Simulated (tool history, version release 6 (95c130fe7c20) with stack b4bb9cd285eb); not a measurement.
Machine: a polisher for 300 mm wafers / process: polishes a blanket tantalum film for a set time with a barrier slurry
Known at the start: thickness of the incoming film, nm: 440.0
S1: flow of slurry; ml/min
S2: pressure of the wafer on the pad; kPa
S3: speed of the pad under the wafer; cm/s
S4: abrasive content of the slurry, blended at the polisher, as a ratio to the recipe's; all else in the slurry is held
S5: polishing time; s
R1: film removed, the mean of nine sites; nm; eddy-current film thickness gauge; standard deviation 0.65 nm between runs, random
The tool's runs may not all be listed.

run,hour,S1,S2,S3,S4,S5,R1
1,0.0,235,15.2,94,1.0,51,94.745
2,1.4,235,13.8,94,1.0,51,87.154
3,9.0,235,13.8,94,1.2,51,90.278
4,11.2,265,13.8,94,1.2,51,90.724
5,15.1,265,17.9,94,1.2,51,116.640
6,21.4,265,17.9,94,1.2,54,123.820

Run 7 has not been measured yet. What should we expect?
7,29.8,265,16.5,92,1.2,54,?

R1: 110.840 nm
